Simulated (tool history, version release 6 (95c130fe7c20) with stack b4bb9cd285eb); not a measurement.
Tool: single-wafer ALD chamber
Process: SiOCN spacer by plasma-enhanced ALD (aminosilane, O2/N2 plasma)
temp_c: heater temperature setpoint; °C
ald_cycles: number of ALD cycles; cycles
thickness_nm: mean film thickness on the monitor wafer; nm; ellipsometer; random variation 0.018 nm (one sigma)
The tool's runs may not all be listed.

{"run": 1, "hour": 0.0, "temp_c": 420, "ald_cycles": 110, "thickness_nm": 6.4582}
{"run": 2, "hour": 4.2, "temp_c": 424, "ald_cycles": 110, "thickness_nm": 6.3958}
{"run": 3, "hour": 8.9, "temp_c": 424, "ald_cycles": 98, "thickness_nm": 5.7027}
{"run": 4, "hour": 17.8, "temp_c": 424, "ald_cycles": 89, "thickness_nm": 5.156}
{"run": 5, "hour": 20.4, "temp_c": 426, "ald_cycles": 88, "thickness_nm": 5.0803}
{"run": 6, "hour": 25.2, "temp_c": 417, "ald_cycles": 88, "thickness_nm": 5.2434}
{"run": 7, "hour": 32.2, "temp_c": 419, "ald_cycles": 87, "thickness_nm": 5.1621}

Forecast run 8:
{"run": 8, "hour": 39.7, "temp_c": 429, "ald_cycles": 83, "thickness_nm": "?"}

Run 8 gave thickness_nm 4.7603 nm.
